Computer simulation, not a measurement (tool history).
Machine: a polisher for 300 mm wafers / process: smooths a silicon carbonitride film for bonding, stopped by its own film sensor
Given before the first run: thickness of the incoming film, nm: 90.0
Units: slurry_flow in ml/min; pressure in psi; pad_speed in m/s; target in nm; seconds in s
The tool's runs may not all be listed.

run 1 hour=0.0 | slurry_flow=190 pressure=2.0 pad_speed=1.12 slurry_solids=1.00 target=64 | seconds=82.653
run 2 hour=7.5 | slurry_flow=190 pressure=1.9 pad_speed=1.08 slurry_solids=1.00 target=64 | seconds=87.644
run 3 hour=15.7 | slurry_flow=190 pressure=1.9 pad_speed=1.24 slurry_solids=1.00 target=64 | seconds=80.292
run 4 hour=19.5 | slurry_flow=190 pressure=1.9 pad_speed=1.24 slurry_solids=1.00 target=64 | seconds=79.154
run 5 hour=27.2 | slurry_flow=190 pressure=1.8 pad_speed=1.20 slurry_solids=1.00 target=64 | seconds=84.726
run 6 hour=34.4 | slurry_flow=190 pressure=1.8 pad_speed=1.20 slurry_solids=1.20 target=64 | seconds=77.414
run 7 hour=38.1 | slurry_flow=190 pressure=1.7 pad_speed=1.14 slurry_solids=1.20 target=64 | seconds=86.692
run 8 hour=42.8 | slurry_flow=190 pressure=1.6 pad_speed=1.10 slurry_solids=1.20 target=64 | seconds=94.202
run 9 hour=49.5 | slurry_flow=190 pressure=1.5 pad_speed=1.06 slurry_solids=1.20 target=64 | seconds=103.080
run 10 hour=54.1 | slurry_flow=190 pressure=1.4 pad_speed=1.04 slurry_solids=1.20 target=64 | seconds=111.100
run 11 hour=55.6 | slurry_flow=185 pressure=0.9 pad_speed=0.72 slurry_solids=1.15 target=64 | seconds=233.170
run 12 hour=61.8 | slurry_flow=185 pressure=0.9 pad_speed=0.72 slurry_solids=1.15 target=64 | seconds=229.980

Predict the results of run 13:
run 13 hour=69.3 | slurry_flow=195 pressure=1.1 pad_speed=0.72 slurry_solids=1.15 target=64 | seconds=?

seconds: 194.200 s

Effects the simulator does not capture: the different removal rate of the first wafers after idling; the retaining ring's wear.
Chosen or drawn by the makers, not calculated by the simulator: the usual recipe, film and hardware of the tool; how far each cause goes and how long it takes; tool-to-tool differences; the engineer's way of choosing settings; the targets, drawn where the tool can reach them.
